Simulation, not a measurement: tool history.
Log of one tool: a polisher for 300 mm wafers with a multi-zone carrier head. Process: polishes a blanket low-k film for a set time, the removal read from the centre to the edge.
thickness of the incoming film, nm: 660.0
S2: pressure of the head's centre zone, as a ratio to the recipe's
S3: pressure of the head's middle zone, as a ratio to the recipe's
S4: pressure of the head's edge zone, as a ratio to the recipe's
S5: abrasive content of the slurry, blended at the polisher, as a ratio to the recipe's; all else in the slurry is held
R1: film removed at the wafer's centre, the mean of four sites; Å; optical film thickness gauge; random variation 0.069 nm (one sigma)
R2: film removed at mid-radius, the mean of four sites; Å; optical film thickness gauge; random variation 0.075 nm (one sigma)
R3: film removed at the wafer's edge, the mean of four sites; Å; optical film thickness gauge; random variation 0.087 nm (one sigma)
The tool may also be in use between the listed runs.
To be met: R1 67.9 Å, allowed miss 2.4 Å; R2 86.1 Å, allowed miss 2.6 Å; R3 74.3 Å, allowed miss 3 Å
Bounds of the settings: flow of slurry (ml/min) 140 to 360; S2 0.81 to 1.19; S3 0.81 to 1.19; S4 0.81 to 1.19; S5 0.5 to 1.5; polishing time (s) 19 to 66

{"run": 1, "hour": 0.0, "flow of slurry (ml/min)": 230, "S2": 1, "S3": 1, "S4": 1, "S5": 1, "polishing time (s)": 42, "R1": 196.99, "R2": 180.99, "R3": 176.51}
{"run": 2, "hour": 1.8, "flow of slurry (ml/min)": 230, "S2": 1, "S3": 1, "S4": 0.94, "S5": 1, "polishing time (s)": 42, "R1": 199.64, "R2": 183.3, "R3": 173.04}
{"run": 3, "hour": 4.9, "flow of slurry (ml/min)": 230, "S2": 1, "S3": 1.06, "S4": 0.94, "S5": 1, "polishing time (s)": 42, "R1": 192.34, "R2": 191.78, "R3": 174.7}
{"run": 4, "hour": 11.7, "flow of slurry (ml/min)": 200, "S2": 1, "S3": 1.06, "S4": 0.94, "S5": 1, "polishing time (s)": 42, "R1": 192.32, "R2": 187.54, "R3": 169.71}
{"run": 5, "hour": 15.1, "flow of slurry (ml/min)": 200, "S2": 1, "S3": 1.12, "S4": 0.94, "S5": 1, "polishing time (s)": 42, "R1": 187.67, "R2": 192.7, "R3": 173.33}
{"run": 6, "hour": 24.1, "flow of slurry (ml/min)": 200, "S2": 1.08, "S3": 1.12, "S4": 0.94, "S5": 1, "polishing time (s)": 42, "R1": 205.23, "R2": 195.94, "R3": 170.99}
{"run": 7, "hour": 30.1, "flow of slurry (ml/min)": 180, "S2": 1, "S3": 1.13, "S4": 0.91, "S5": 0.85, "polishing time (s)": 35, "R1": 139.15, "R2": 144.18, "R3": 123.6}
{"run": 8, "hour": 33.9, "flow of slurry (ml/min)": 175, "S2": 0.94, "S3": 1.14, "S4": 0.92, "S5": 0.75, "polishing time (s)": 32, "R1": 105.52, "R2": 121.75, "R3": 101.31}
{"run": 9, "hour": 39.5, "flow of slurry (ml/min)": 170, "S2": 0.9, "S3": 1.11, "S4": 0.93, "S5": 0.65, "polishing time (s)": 31, "R1": 84.985, "R2": 98.01, "R3": 85.981}
{"run": 10, "hour": 40.0, "flow of slurry (ml/min)": 165, "S2": 0.87, "S3": 1.11, "S4": 0.92, "S5": 0.65, "polishing time (s)": 31, "R1": 79.81, "R2": 97.036, "R3": 84.467}
{"run": 11, "hour": 41.9, "flow of slurry (ml/min)": 160, "S2": 0.85, "S3": 1.1, "S4": 0.89, "S5": 0.65, "polishing time (s)": 31, "R1": 78.824, "R2": 95.584, "R3": 81.003}
{"run": 12, "hour": 42.8, "flow of slurry (ml/min)": 155, "S2": 0.84, "S3": 1.1, "S4": 0.9, "S5": 0.65, "polishing time (s)": 31, "R1": 77.589, "R2": 94.423, "R3": 83.244}
{"run": 13, "hour": 48.3, "flow of slurry (ml/min)": 150, "S2": 0.81, "S3": 1.11, "S4": 0.87, "S5": 0.5, "polishing time (s)": 30, "R1": 50.567, "R2": 63.925, "R3": 54.735}
{"run": 14, "hour": 50.9, "flow of slurry (ml/min)": 185, "S2": 0.83, "S3": 1.12, "S4": 0.91, "S5": 0.5, "polishing time (s)": 30, "R1": 53.331, "R2": 68.353, "R3": 58.14}
{"run": 15, "hour": 56.4, "flow of slurry (ml/min)": 175, "S2": 0.86, "S3": 1.14, "S4": 0.95, "S5": 0.5, "polishing time (s)": 30, "R1": 55.048, "R2": 67.134, "R3": 58.284}
{"run": 16, "hour": 58.9, "flow of slurry (ml/min)": 215, "S2": 0.84, "S3": 1.09, "S4": 0.92, "S5": 0.55, "polishing time (s)": 29, "R1": 62.737, "R2": 76.162, "R3": 66.025}
{"run": 17, "hour": 64.8, "flow of slurry (ml/min)": 215, "S2": 0.84, "S3": 1.1, "S4": 0.93, "S5": 0.6, "polishing time (s)": 29, "R1": 68.835, "R2": 84.548, "R3": 73.641}
{"run": 18, "hour": 68.3, "flow of slurry (ml/min)": 215, "S2": 0.84, "S3": 1.11, "S4": 0.93, "S5": 0.6, "polishing time (s)": 29, "R1": 70.487, "R2": 86.903, "R3": 75.378}
{"run": 19, "hour": 71.3, "flow of slurry (ml/min)": 215, "S2": 0.84, "S3": 1.11, "S4": 0.93, "S5": 0.6, "polishing time (s)": 29, "R1": 70.976, "R2": 85.54, "R3": 75.037}

4 next moves are on the table. One of them brings every result within its allowed miss. Which?
{"run": "A", "hour": 74.3, "flow of slurry (ml/min)": 220, "S2": 0.81, "S3": 1.09, "S4": 0.88, "S5": 0.6, "polishing time (s)": 29, "R1": "?", "R2": "?", "R3": "?"}
{"run": "B", "hour": 74.3, "flow of slurry (ml/min)": 310, "S2": 0.9, "S3": 1.08, "S4": 0.88, "S5": 0.65, "polishing time (s)": 25, "R1": "?", "R2": "?", "R3": "?"}
{"run": "C", "hour": 74.3, "flow of slurry (ml/min)": 155, "S2": 0.86, "S3": 1.13, "S4": 0.87, "S5": 0.65, "polishing time (s)": 29, "R1": "?", "R2": "?", "R3": "?"}
{"run": "D", "hour": 74.3, "flow of slurry (ml/min)": 200, "S2": 0.85, "S3": 1.08, "S4": 0.93, "S5": 0.8, "polishing time (s)": 22, "R1": "?", "R2": "?", "R3": "?"}

move=A R1=68.544 R2=84.713 R3=72.069
move=B R1=75.592 R2=83.005 R3=70.511
move=C R1=74.621 R2=90.198 R3=75.297
move=D R1=72.212 R2=84.492 R3=74.384
A: meets every target
B: further off than the last run
C: further off than the last run
D: further off than the last run
Answer: A
